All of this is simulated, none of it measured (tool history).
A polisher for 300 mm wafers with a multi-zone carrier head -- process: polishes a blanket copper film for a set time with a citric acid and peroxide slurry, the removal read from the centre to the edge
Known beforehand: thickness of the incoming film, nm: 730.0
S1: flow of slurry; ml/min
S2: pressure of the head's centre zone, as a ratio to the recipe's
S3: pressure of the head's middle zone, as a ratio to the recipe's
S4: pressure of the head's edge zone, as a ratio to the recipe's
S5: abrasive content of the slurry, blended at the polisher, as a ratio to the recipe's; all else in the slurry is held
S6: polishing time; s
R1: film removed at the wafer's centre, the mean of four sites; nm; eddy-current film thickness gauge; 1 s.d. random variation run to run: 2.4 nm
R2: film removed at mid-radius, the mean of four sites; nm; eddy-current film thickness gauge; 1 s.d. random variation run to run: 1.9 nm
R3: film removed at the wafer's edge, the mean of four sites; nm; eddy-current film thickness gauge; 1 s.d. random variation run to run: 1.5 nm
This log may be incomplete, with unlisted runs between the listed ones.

Run 1, day 0.000: S1 160 ml/min, S2 1.00, S3 1.00, S4 1.00, S5 1.00, S6 46 s. Result: R1 151.63 nm, R2 150.82 nm, R3 149.12 nm.
Run 2, day 0.083: S1 160 ml/min, S2 1.00, S3 0.92, S4 1.00, S5 1.00, S6 46 s. Result: R1 146.50 nm, R2 142.10 nm, R3 147.45 nm.
Run 3, day 0.354: S1 160 ml/min, S2 1.07, S3 0.92, S4 1.00, S5 1.00, S6 46 s. Result: R1 158.18 nm, R2 142.12 nm, R3 147.87 nm.
Run 4, day 0.433: S1 160 ml/min, S2 1.07, S3 0.92, S4 1.00, S5 1.00, S6 35 s. Result: R1 119.76 nm, R2 108.38 nm, R3 111.62 nm.
Run 5, day 0.479: S1 165 ml/min, S2 1.06, S3 0.93, S4 1.02, S5 1.05, S6 37 s. Result: R1 129.19 nm, R2 114.58 nm, R3 120.86 nm.
Run 6, day 0.812: S1 165 ml/min, S2 1.11, S3 0.93, S4 1.02, S5 1.05, S6 37 s. Result: R1 135.08 nm, R2 118.13 nm, R3 122.71 nm.

Run 7 comes next. What will it give?
Run 7, day 1.058: S1 170 ml/min, S2 1.10, S3 0.95, S4 1.04, S5 1.10, S6 38 s. Result: R1 ?, R2 ?, R3 ?.

R1: 136.19 nm
R2: 124.04 nm
R3: 127.25 nm
